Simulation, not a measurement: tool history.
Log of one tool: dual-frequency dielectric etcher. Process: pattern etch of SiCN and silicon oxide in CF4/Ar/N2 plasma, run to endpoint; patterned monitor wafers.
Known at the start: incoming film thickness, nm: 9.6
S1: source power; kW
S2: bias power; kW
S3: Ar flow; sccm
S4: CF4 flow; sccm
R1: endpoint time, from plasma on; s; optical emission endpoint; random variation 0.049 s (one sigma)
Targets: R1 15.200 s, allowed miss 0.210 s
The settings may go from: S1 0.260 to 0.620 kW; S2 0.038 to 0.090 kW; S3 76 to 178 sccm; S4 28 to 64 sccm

| run | day | S1 | S2 | S3 | S4 | R1 |
|---|---|---|---|---|---|---|
| 1 | 0.000 | 0.440 | 0.064 | 127 | 46 | 12.708 |
| 2 | 0.125 | 0.420 | 0.064 | 127 | 46 | 13.368 |
| 3 | 0.192 | 0.370 | 0.064 | 127 | 46 | 15.550 |
| 4 | 0.221 | 0.320 | 0.064 | 127 | 46 | 18.455 |
| 5 | 0.242 | 0.330 | 0.064 | 127 | 46 | 17.779 |
| 6 | 0.346 | 0.330 | 0.073 | 127 | 46 | 16.969 |
| 7 | 0.392 | 0.340 | 0.073 | 127 | 46 | 16.419 |
| 8 | 0.612 | 0.380 | 0.073 | 127 | 46 | 14.306 |
|  | 0.633 | Ar flow controller replaced |
| 9 | 0.633 | 0.370 | 0.073 | 127 | 46 | 14.702 |

4 next moves are on the table. One of them brings every result within its allowed miss. Which?
| A | 0.654 | 0.360 | 0.078 | 115 | 50 | ? |
| B | 0.654 | 0.360 | 0.070 | 116 | 43 | ? |
| C | 0.654 | 0.360 | 0.076 | 120 | 44 | ? |
| D | 0.654 | 0.360 | 0.075 | 120 | 49 | ? |

| move | R1 |
|---|---|
| A | 14.373 |
| B | 15.315 |
| C | 14.887 |
| D | 14.737 |
A: further off than the last run
B: meets every target
C: nearer than the last run, and not there yet
D: nearer than the last run, and not there yet
The right move is B.
